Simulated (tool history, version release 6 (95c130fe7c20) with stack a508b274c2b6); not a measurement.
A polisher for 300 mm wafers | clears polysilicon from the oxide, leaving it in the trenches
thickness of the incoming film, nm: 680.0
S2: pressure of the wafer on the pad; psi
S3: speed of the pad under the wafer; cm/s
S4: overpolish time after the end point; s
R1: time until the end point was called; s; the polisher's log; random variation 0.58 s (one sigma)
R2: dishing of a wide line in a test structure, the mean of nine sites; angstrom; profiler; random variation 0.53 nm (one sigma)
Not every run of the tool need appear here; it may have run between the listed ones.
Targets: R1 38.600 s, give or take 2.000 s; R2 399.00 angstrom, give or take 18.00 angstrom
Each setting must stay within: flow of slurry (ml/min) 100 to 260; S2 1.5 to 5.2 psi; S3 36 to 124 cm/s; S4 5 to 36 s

{"run": 1, "hour": 0.0, "flow of slurry (ml/min)": 165, "S2": 3.3, "S3": 80, "S4": 18, "R1": 51.106, "R2": 498.09}
{"run": 2, "hour": 7.9, "flow of slurry (ml/min)": 170, "S2": 3.5, "S3": 80, "S4": 15, "R1": 48.146, "R2": 473.45}
{"run": 3, "hour": 10.7, "flow of slurry (ml/min)": 195, "S2": 3.7, "S3": 78, "S4": 12, "R1": 46.053, "R2": 481.22}
{"run": 4, "hour": 14.5, "flow of slurry (ml/min)": 180, "S2": 3.7, "S3": 78, "S4": 12, "R1": 47.443, "R2": 470.26}
{"run": 5, "hour": 22.8, "flow of slurry (ml/min)": 180, "S2": 3.7, "S3": 68, "S4": 12, "R1": 52.52, "R2": 464.19}
{"run": 6, "hour": 23.3, "flow of slurry (ml/min)": 160, "S2": 4.1, "S3": 66, "S4": 10, "R1": 53.408, "R2": 445.48}
{"run": 7, "hour": 25.8, "flow of slurry (ml/min)": 145, "S2": 4.4, "S3": 72, "S4": 9, "R1": 48.433, "R2": 449.86}
{"run": 8, "hour": 32.8, "flow of slurry (ml/min)": 150, "S2": 4.6, "S3": 72, "S4": 8, "R1": 44.663, "R2": 438.51}
{"run": 9, "hour": 33.6, "flow of slurry (ml/min)": 145, "S2": 4.8, "S3": 72, "S4": 7, "R1": 43.187, "R2": 432.12}
{"run": 10, "hour": 39.3, "flow of slurry (ml/min)": 140, "S2": 4.9, "S3": 72, "S4": 6, "R1": 44.162, "R2": 406.97}

Which one of the following 5 next-run settings gets every result inside its allowed miss? There is exactly one.
{"run": "A", "hour": 45.0, "flow of slurry (ml/min)": 185, "S2": 3.6, "S3": 72, "S4": 10, "R1": "?", "R2": "?"}
{"run": "B", "hour": 45.0, "flow of slurry (ml/min)": 135, "S2": 5.2, "S3": 76, "S4": 8, "R1": "?", "R2": "?"}
{"run": "C", "hour": 45.0, "flow of slurry (ml/min)": 100, "S2": 5.0, "S3": 76, "S4": 5, "R1": "?", "R2": "?"}
{"run": "D", "hour": 45.0, "flow of slurry (ml/min)": 180, "S2": 4.6, "S3": 64, "S4": 6, "R1": "?", "R2": "?"}
{"run": "E", "hour": 45.0, "flow of slurry (ml/min)": 125, "S2": 4.8, "S3": 86, "S4": 5, "R1": "?", "R2": "?"}

move=A R1=51.842 R2=452.00
move=B R1=40.142 R2=455.27
move=C R1=44.720 R2=376.02
move=D R1=49.083 R2=390.75
move=E R1=38.490 R2=400.37
A: lands further from the targets than the last run did
B: the furthest-off result lands on target, but another misses its tolerance
C: lands further from the targets than the last run did
D: lands further from the targets than the last run did
E: in spec on every target
The move that meets every target is E.

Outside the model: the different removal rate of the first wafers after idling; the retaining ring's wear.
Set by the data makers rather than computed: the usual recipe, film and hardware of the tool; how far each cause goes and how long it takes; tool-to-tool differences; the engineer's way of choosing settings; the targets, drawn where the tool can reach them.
